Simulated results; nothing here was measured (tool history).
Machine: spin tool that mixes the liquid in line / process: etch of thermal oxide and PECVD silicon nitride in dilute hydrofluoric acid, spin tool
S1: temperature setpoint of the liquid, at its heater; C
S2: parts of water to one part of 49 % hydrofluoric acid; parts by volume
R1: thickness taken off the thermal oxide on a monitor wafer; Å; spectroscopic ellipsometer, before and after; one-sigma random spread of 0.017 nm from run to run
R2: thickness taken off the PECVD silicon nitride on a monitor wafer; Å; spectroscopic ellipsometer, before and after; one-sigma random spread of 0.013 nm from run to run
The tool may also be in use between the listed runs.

Run 1, day 0: S1 24 C, S2 230 parts by volume, time under the liquid (s) 180. Result: R1 31.111 Å, R2 43.188 Å.
Run 2, day 0.021: S1 22.5 C, S2 230 parts by volume, time under the liquid (s) 170. Result: R1 28.598 Å, R2 37.018 Å.
Run 3, day 0.142: S1 21 C, S2 235 parts by volume, time under the liquid (s) 165. Result: R1 25.444 Å, R2 31.551 Å.
Run 4, day 0.517: S1 20 C, S2 235 parts by volume, time under the liquid (s) 160. Result: R1 23.575 Å, R2 28.843 Å.
Run 5, day 0.612: S1 19.5 C, S2 230 parts by volume, time under the liquid (s) 150. Result: R1 22.641 Å, R2 26.821 Å.
Run 6, day 0.842: S1 17 C, S2 230 parts by volume, time under the liquid (s) 150. Result: R1 20.209 Å, R2 22.819 Å.
Run 7, day 0.908: S1 17 C, S2 225 parts by volume, time under the liquid (s) 140. Result: R1 19.892 Å, R2 21.724 Å.
Run 8, day 0.996: S1 17 C, S2 200 parts by volume, time under the liquid (s) 115. Result: R1 18.155 Å, R2 20.026 Å.
Run 9, day 1.346: S1 17 C, S2 195 parts by volume, time under the liquid (s) 115. Result: R1 19.16 Å, R2 20.344 Å.
Run 10, day 1.375: S1 17 C, S2 195 parts by volume, time under the liquid (s) 115. Result: R1 18.88 Å, R2 20.626 Å.

What does the tool deliver on the next run?
Run 11, day 1.746: S1 17 C, S2 170 parts by volume, time under the liquid (s) 95. Result: R1 ?, R2 ?.

R1: 18.287 Å
R2: 19.395 Å

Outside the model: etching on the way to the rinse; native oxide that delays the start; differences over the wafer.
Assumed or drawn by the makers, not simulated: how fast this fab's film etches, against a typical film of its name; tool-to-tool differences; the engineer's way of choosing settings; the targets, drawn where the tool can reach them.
